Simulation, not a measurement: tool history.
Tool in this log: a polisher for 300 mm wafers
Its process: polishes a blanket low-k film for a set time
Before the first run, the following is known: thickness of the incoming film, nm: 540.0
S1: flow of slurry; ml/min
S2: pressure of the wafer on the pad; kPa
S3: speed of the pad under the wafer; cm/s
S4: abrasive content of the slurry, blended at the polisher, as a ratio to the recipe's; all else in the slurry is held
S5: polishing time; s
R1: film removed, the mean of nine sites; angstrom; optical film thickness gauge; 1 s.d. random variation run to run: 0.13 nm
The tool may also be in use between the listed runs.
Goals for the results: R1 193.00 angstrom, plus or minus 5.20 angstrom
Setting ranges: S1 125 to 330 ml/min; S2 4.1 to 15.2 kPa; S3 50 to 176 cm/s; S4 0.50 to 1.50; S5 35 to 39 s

run	hour	S1	S2	S3	S4	S5	R1
1	0.0	210	9.7	112	1.00	39	142.84
2	8.3	185	9.7	112	1.00	39	139.22
3	12.9	185	9.7	112	1.00	39	139.56
4	15.8	200	10.3	112	1.00	39	152.94
5	21.0	215	11.0	112	1.00	39	163.21
6	26.1	220	11.0	112	1.00	39	163.49
7	33.9	225	11.0	112	1.00	39	163.80
8	38.0	225	11.7	112	1.00	39	173.39
9	42.0	230	11.7	112	1.00	39	173.96
10	50.6	235	12.4	112	1.00	39	183.57
11	56.0	240	12.4	112	1.00	39	186.90
12	61.9	245	12.4	112	1.00	39	185.16

Which of these 5 next moves meets every target?
A	67.8	260	9.7	136	1.10	39	?
B	67.8	235	12.4	110	1.05	37	?
C	67.8	225	14.5	86	1.15	38	?
D	67.8	240	12.4	114	1.00	38	?
E	67.8	260	13.1	96	1.30	38	?

move	R1
A	180.21
B	177.60
C	182.17
D	182.81
E	194.59
A: lands further from the targets than the last run did
B: lands further from the targets than the last run did
C: lands further from the targets than the last run did
D: lands further from the targets than the last run did
E: every result within its allowed miss
E meets every target.

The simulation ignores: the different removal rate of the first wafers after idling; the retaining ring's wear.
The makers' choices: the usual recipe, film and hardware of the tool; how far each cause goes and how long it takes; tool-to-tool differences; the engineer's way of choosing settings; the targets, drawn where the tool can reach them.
